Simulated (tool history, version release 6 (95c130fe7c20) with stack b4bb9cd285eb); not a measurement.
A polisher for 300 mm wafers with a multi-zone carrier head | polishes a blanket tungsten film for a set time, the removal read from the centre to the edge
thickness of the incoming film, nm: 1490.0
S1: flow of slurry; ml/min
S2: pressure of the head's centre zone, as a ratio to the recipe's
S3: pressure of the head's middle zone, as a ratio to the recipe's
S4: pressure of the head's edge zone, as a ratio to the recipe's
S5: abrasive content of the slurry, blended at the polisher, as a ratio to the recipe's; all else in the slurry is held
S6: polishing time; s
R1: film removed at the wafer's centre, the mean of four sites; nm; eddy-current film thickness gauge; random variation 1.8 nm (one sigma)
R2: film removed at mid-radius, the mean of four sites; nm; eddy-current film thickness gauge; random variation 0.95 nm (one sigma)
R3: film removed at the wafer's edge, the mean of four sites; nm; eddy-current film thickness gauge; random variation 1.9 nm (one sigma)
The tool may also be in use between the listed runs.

{"run": 1, "day": 0.0, "S1": 215, "S2": 1.0, "S3": 1.0, "S4": 1.0, "S5": 1.0, "S6": 56, "R1": 198.65, "R2": 193.66, "R3": 198.93}
{"run": 2, "day": 0.325, "S1": 205, "S2": 1.01, "S3": 0.94, "S4": 0.97, "S5": 0.85, "S6": 53, "R1": 179.74, "R2": 166.69, "R3": 178.18}
{"run": 3, "day": 0.588, "S1": 205, "S2": 1.01, "S3": 0.94, "S4": 0.97, "S5": 0.95, "S6": 53, "R1": 186.34, "R2": 167.83, "R3": 186.45}
{"run": 4, "day": 0.75, "S1": 160, "S2": 1.01, "S3": 0.94, "S4": 0.97, "S5": 0.95, "S6": 53, "R1": 176.52, "R2": 162.04, "R3": 177.59}
{"run": 5, "day": 0.929, "S1": 155, "S2": 1.03, "S3": 0.9, "S4": 0.95, "S5": 0.8, "S6": 51, "R1": 164.67, "R2": 147.55, "R3": 164.49}
{"run": 6, "day": 1.029, "S1": 155, "S2": 1.06, "S3": 0.87, "S4": 0.94, "S5": 0.7, "S6": 49, "R1": 164.4, "R2": 134.68, "R3": 155.02}
{"run": 7, "day": 1.129, "S1": 150, "S2": 1.06, "S3": 0.86, "S4": 0.92, "S5": 0.65, "S6": 49, "R1": 157.47, "R2": 129.68, "R3": 148.4}

Run 8 comes next. What will it give?
{"run": 8, "day": 1.221, "S1": 150, "S2": 1.06, "S3": 0.85, "S4": 0.9, "S5": 0.65, "S6": 49, "R1": "?", "R2": "?", "R3": "?"}

{"run 8": {"R1": 161.18, "R2": 131.48, "R3": 147.61}}
